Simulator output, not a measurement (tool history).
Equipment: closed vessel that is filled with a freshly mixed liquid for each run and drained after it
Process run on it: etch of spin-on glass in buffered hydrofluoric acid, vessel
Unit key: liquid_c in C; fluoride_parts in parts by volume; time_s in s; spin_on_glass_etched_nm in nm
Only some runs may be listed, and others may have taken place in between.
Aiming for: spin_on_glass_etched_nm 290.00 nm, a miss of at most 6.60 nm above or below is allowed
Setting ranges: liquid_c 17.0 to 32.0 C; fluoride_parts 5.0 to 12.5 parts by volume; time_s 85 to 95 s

| run | hour | liquid_c | fluoride_parts | time_s | spin_on_glass_etched_nm |
|---|---|---|---|---|---|
| 1 | 0.0 | 24.0 | 7.5 | 85 | 376.34 |
| 2 | 7.4 | 23.5 | 7.5 | 85 | 363.78 |
| 3 | 10.5 | 23.5 | 6.5 | 85 | 414.87 |
| 4 | 15.0 | 22.5 | 6.5 | 85 | 395.58 |
| 5 | 20.9 | 22.0 | 6.5 | 85 | 388.49 |
| 6 | 28.2 | 22.0 | 5.0 | 85 | 489.22 |
| 7 | 33.2 | 21.5 | 5.0 | 85 | 475.31 |
| 8 | 37.4 | 21.0 | 5.0 | 85 | 459.29 |
| 9 | 40.8 | 20.5 | 5.0 | 85 | 444.95 |
| 10 | 46.5 | 20.0 | 5.0 | 85 | 426.09 |
| 11 | 50.5 | 19.5 | 5.0 | 85 | 424.50 |
| 12 | 56.7 | 19.0 | 5.0 | 85 | 411.60 |
| 13 | 63.3 | 18.5 | 5.0 | 85 | 397.57 |
| 14 | 72.4 | 17.5 | 6.0 | 85 | 322.04 |

Pick the move, out of 4, that brings all results within their allowed miss; only one does.
| A | 81.5 | 17.0 | 7.0 | 90 | ? |
| B | 81.5 | 17.5 | 6.0 | 90 | ? |
| C | 81.5 | 17.0 | 6.5 | 90 | ? |
| D | 81.5 | 17.0 | 7.0 | 95 | ? |

| move | spin_on_glass_etched_nm |
|---|---|
| A | 289.27 |
| B | 340.24 |
| C | 308.52 |
| D | 305.34 |
A: all results land within tolerance of their targets
B: misses by more than the last run did
C: gains on the last run, yet a result remains outside its allowed miss
D: gains on the last run, yet a result remains outside its allowed miss
Correct choice: A, which meets every target

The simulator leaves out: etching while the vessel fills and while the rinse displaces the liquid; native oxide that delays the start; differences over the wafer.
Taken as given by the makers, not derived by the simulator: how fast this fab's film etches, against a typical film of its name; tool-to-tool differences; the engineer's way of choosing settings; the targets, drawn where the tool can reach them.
